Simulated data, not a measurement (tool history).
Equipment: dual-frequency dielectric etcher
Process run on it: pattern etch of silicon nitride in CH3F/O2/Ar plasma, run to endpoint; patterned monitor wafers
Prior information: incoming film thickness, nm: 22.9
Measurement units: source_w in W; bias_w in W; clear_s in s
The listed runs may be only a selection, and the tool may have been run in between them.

| run | hour | source_w | bias_w | clear_s |
|---|---|---|---|---|
| 1 | 0 | 280 | 97 | 33.268 |
| 2 | 0.7 | 280 | 90 | 34.533 |
| 3 | 3 | 300 | 94 | 32.941 |
| 4 | 7.1 | 300 | 85 | 34.586 |
| 5 | 15.2 | 320 | 90 | 32.861 |
| 6 | 16.8 | 350 | 90 | 31.895 |

Run 7, settings as shown, results not yet in. Your forecast:
| 7 | 23.9 | 360 | 94 | ? |

clear_s: 30.659 s

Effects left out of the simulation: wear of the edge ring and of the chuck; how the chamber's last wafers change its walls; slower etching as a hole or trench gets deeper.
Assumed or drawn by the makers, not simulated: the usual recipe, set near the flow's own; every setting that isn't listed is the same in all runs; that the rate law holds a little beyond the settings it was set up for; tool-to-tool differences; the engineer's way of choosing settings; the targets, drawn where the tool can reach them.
